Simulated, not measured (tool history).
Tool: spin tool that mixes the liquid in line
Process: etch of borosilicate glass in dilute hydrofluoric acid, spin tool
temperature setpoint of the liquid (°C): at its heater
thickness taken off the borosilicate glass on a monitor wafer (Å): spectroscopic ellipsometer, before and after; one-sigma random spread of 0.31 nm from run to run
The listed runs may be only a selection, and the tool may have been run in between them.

| run | day | temperature setpoint of the liquid (°C) | parts of water to one part of 49 % hydrofluoric acid (parts by volume) | time under the liquid (s) | thickness taken off the borosilicate glass on a monitor wafer (Å) |
|---|---|---|---|---|---|
| 1 | 0 | 23 | 110 | 300 | 667.23 |
| 2 | 0.179 | 23 | 85 | 300 | 886.22 |
| 3 | 0.533 | 24.5 | 85 | 300 | 944.97 |
| 4 | 0.8 | 22.5 | 90 | 300 | 813.78 |
| 5 | 0.95 | 22.5 | 90 | 300 | 818.8 |
| 6 | 1 | 22.5 | 90 | 320 | 871.63 |
| 7 | 1.254 | 21 | 90 | 320 | 827.76 |
| 8 | 1.367 | 20 | 95 | 320 | 733.91 |
| 9 | 1.629 | 19 | 95 | 320 | 704 |
| 10 | 1.85 | 18.5 | 95 | 320 | 688.69 |
| 11 | 2.225 | 18 | 95 | 320 | 684.26 |

What does the tool deliver on the next run?
| 12 | 2.333 | 17.5 | 95 | 320 | ? |

{"run 12": {"thickness taken off the borosilicate glass on a monitor wafer (Å)": 661.2}}
